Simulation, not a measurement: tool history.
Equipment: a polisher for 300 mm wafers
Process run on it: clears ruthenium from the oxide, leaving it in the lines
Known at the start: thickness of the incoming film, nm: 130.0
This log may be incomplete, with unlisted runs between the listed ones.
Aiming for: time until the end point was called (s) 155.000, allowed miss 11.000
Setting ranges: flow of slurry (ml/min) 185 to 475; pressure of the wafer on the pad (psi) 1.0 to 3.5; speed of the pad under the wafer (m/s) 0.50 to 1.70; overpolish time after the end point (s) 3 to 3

run,day,flow of slurry (ml/min),pressure of the wafer on the pad (psi),speed of the pad under the wafer (m/s),overpolish time after the end point (s),time until the end point was called (s)
1,0.000,305,2.2,1.10,3,89.500
2,0.208,305,2.2,1.36,3,72.578
3,0.462,305,2.2,1.36,3,70.877
4,0.817,300,1.8,1.26,3,92.990
5,1.025,300,1.8,1.26,3,91.111
6,1.342,300,1.8,1.26,3,93.341
7,1.662,300,1.5,1.20,3,120.340
8,1.912,300,1.4,1.20,3,120.820
9,2.288,300,1.3,1.18,3,136.690

Of the 4 settings listed for the next run, only one would bring every result within its allowed miss of target. Which one?
A,2.662,295,1.4,1.22,3,?
B,2.662,370,1.5,1.24,3,?
C,2.662,270,1.4,1.14,3,?
D,2.662,290,1.2,1.08,3,?

move,time until the end point was called (s)
A,124.000
B,111.990
C,133.710
D,161.880
A: further off than the last run
B: further off than the last run
C: further off than the last run
D: every result within its allowed miss
So the answer is move D, the one that meets all the targets.
